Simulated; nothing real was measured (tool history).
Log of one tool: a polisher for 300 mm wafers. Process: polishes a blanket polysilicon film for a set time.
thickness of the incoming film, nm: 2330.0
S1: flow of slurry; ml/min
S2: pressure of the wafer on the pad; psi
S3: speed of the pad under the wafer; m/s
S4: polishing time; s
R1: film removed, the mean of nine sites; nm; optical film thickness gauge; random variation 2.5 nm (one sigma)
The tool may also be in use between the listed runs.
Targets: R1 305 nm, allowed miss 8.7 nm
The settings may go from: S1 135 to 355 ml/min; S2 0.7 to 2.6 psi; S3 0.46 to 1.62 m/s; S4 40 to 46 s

run,hour,S1,S2,S3,S4,R1
1,0,225,1.6,1.04,46,199.89
2,1.4,250,1.6,1.04,46,201.06
3,6,250,1.8,1.04,46,226.76
4,14.3,300,1.8,1.04,46,232.97
5,22.3,300,1.9,1.04,46,241.22
6,29.1,300,1.9,1.04,46,242.63
7,35.2,300,2,1.04,46,254.55
8,39.8,300,2,1.04,46,252.28
9,42.2,300,2.1,1.04,46,268.44
10,49.6,300,2.2,1.04,46,279.74

Which of these 4 next moves meets every target?
A,57,285,2.3,1.04,45,?
B,57,265,2.3,0.9,46,?
C,57,315,2.5,1.08,40,?
D,57,320,2.4,1.2,40,?

move,R1
A,284.01
B,250.52
C,286.45
D,305.54
A: nearer than the last run, and not there yet
B: further off than the last run
C: nearer than the last run, and not there yet
D: meets every target
Move D is the one to make.

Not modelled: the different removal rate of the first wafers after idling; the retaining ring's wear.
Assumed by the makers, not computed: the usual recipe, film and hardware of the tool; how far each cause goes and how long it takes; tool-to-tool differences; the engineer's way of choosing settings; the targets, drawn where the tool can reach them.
